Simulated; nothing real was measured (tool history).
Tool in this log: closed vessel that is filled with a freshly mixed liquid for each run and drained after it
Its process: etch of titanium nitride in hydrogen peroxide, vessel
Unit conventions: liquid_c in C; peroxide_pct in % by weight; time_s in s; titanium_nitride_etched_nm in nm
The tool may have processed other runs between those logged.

run  hour  liquid_c  peroxide_pct  time_s  titanium_nitride_etched_nm
  1   0.0      58.0          21.0     480                      54.119
  2   7.4      56.5          21.0     480                      48.573
  3  14.0      56.5          21.0     515                      52.227
  4  14.7      56.5          21.0     480                      49.059
  5  23.0      56.5          16.5     480                      46.072
  6  30.7      56.5          14.0     480                      44.563
  7  38.5      56.0          14.0     480                      43.127

Run 8 comes next. What will it give?
  8  40.4      56.0          14.0     480                           ?

titanium_nitride_etched_nm: 43.234 nm
